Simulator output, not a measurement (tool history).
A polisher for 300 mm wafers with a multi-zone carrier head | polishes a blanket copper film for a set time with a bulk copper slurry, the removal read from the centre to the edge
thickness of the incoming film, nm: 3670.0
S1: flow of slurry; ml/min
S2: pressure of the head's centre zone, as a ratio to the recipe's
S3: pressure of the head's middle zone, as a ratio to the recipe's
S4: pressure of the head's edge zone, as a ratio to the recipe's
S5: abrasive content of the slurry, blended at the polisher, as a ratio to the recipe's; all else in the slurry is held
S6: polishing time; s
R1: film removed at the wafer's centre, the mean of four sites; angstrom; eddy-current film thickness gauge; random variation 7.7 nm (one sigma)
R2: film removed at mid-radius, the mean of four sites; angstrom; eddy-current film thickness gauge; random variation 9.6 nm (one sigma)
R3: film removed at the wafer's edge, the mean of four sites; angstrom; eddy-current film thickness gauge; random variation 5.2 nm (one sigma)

run 1 hour=0.0 | S1=125 S2=1.00 S3=1.00 S4=1.00 S5=1.0 S6=41 | R1=5257.7 R2=5034.8 R3=4992.3
run 2 hour=0.8 | S1=95 S2=1.00 S3=1.00 S4=1.00 S5=1.0 S6=41 | R1=5090.5 R2=4784.7 R3=4870.7
run 3 hour=2.7 | S1=125 S2=1.00 S3=1.00 S4=1.00 S5=1.0 S6=41 | R1=5205.3 R2=5240.9 R3=5005.6
run 4 hour=8.8 | S1=130 S2=1.00 S3=1.01 S4=1.03 S5=1.1 S6=42 | R1=5565.8 R2=5556.7 R3=5376.2
run 5 hour=12.9 | S1=130 S2=1.00 S3=1.01 S4=1.03 S5=1.1 S6=33 | R1=4364.6 R2=4238.9 R3=4219.4
run 6 hour=13.9 | S1=105 S2=1.00 S3=1.01 S4=1.03 S5=1.1 S6=33 | R1=4186.4 R2=4069.9 R3=4104.8

The next listed run, before its measurement:
run 7 hour=20.7 | S1=115 S2=1.00 S3=1.03 S4=1.06 S5=1.2 S6=36 | R1=? R2=? R3=?

{"run 7": {"R1": 4819.8, "R2": 4776.9, "R3": 4663.8}}

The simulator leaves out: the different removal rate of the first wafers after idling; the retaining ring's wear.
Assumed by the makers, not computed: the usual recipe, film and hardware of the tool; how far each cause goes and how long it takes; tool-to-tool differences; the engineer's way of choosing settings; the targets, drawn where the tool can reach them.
